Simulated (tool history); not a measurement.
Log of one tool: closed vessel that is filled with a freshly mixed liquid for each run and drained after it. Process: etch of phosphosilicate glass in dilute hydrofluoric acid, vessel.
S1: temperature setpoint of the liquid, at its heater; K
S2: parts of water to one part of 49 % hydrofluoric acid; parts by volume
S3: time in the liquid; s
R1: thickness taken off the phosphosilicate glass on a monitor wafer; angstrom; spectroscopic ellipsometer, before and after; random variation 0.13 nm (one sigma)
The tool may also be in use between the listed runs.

| run | hour | S1 | S2 | S3 | R1 |
|---|---|---|---|---|---|
| 1 | 0 | 297.15 | 130 | 30 | 260.84 |
| 2 | 1.5 | 297.15 | 130 | 30 | 262.19 |
| 3 | 3 | 297.15 | 85 | 30 | 424.24 |
| 4 | 9.8 | 297.15 | 85 | 30 | 421.78 |
| 5 | 14.5 | 295.15 | 100 | 30 | 326.65 |
| 6 | 16.3 | 295.15 | 100 | 30 | 325.89 |

The next listed run, before its measurement:
| 7 | 23.5 | 293.65 | 105 | 30 | ? |

R1: 287.96 angstrom
